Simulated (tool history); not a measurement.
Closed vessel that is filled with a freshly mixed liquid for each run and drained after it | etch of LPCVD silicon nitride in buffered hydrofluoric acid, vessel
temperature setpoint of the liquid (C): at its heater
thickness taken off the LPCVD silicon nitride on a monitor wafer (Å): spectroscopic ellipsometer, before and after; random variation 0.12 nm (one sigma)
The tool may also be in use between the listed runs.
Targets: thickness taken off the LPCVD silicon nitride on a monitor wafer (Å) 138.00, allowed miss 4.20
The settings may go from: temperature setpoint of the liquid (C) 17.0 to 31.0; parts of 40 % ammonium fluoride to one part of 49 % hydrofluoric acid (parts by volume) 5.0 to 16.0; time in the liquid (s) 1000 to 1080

run,hour,temperature setpoint of the liquid (C),parts of 40 % ammonium fluoride to one part of 49 % hydrofluoric acid (parts by volume),time in the liquid (s),thickness taken off the LPCVD silicon nitride on a monitor wafer (Å)
1,0.0,23.0,9.5,1000,155.38
2,7.9,23.0,9.5,1000,157.60
3,15.0,22.5,9.5,1000,155.39
4,19.2,22.0,9.5,1000,150.96
5,23.7,22.0,8.0,1000,176.20
6,30.5,21.0,8.0,1000,167.57
7,36.2,20.0,8.0,1000,158.47
8,38.2,19.5,8.0,1000,152.86
9,46.0,19.0,8.0,1000,150.04

5 next moves are on the table. One of them brings every result within its allowed miss. Which?
A,53.8,19.0,7.5,1070,?
B,53.8,18.5,7.5,1065,?
C,53.8,17.0,7.0,1045,?
D,53.8,19.5,9.0,1025,?
E,53.8,20.5,8.0,1045,?

move,thickness taken off the LPCVD silicon nitride on a monitor wafer (Å)
A,172.13
B,166.56
C,161.71
D,139.17
E,170.51
A: further off than the last run
B: further off than the last run
C: further off than the last run
D: meets every target
E: further off than the last run
The right move is D.
